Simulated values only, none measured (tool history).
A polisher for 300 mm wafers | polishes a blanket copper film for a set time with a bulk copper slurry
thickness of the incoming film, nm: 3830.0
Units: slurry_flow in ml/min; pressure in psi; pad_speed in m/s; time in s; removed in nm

run,day,slurry_flow,pressure,pad_speed,slurry_solids,time,removed
1,0.000,205,2.7,0.84,1.0,96,840.17
2,0.312,205,2.9,0.84,1.0,96,891.61
3,0.367,205,2.9,0.84,0.9,96,867.30
4,0.417,205,3.4,0.84,0.9,96,1024.70
5,0.675,205,3.4,0.84,0.9,101,1059.50
6,0.988,205,3.4,0.84,0.8,101,1046.80
7,1.296,205,3.5,0.86,0.8,101,1100.70
8,1.317,205,3.6,0.86,0.8,101,1110.10

The next listed run, before its measurement:
9,1.404,205,3.7,0.88,0.8,101,?

removed: 1191.00 nm
